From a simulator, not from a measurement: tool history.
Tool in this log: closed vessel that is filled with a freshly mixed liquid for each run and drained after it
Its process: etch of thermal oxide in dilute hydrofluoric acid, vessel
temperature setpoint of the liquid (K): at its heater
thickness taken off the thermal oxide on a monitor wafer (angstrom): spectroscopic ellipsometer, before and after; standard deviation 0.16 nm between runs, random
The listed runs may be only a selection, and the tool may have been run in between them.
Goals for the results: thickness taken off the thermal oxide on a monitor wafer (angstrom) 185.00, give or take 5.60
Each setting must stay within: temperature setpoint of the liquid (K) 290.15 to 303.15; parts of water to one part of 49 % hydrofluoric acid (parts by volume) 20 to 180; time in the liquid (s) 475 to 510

run	day	temperature setpoint of the liquid (K)	parts of water to one part of 49 % hydrofluoric acid (parts by volume)	time in the liquid (s)	thickness taken off the thermal oxide on a monitor wafer (angstrom)
1	0.000	295.15	100	475	208.81
2	0.158	294.65	100	475	208.65
3	0.208	294.15	100	475	200.22
4	0.400	294.15	100	510	221.29
5	0.783	294.15	100	475	203.42
6	1.025	293.65	100	475	199.22
7	1.196	293.15	100	475	193.68
# day 1.492: hydrofluoric acid flow meter replaced
8	1.492	292.65	100	475	216.51
9	1.671	293.65	100	475	224.39
10	2.042	294.65	100	475	237.37

5 next moves are on the table. One of them brings every result within its allowed miss. Which?
A	2.412	294.15	125	510	?
B	2.412	293.65	110	475	?
C	2.412	293.65	115	510	?
D	2.412	295.15	125	475	?
E	2.412	292.65	90	510	?

move	thickness taken off the thermal oxide on a monitor wafer (angstrom)
A	193.50
B	204.07
C	208.42
D	187.55
E	262.83
A: nearer than the last run, and not there yet
B: nearer than the last run, and not there yet
C: nearer than the last run, and not there yet
D: all results in spec
E: further off than the last run
Move D is the one to make.
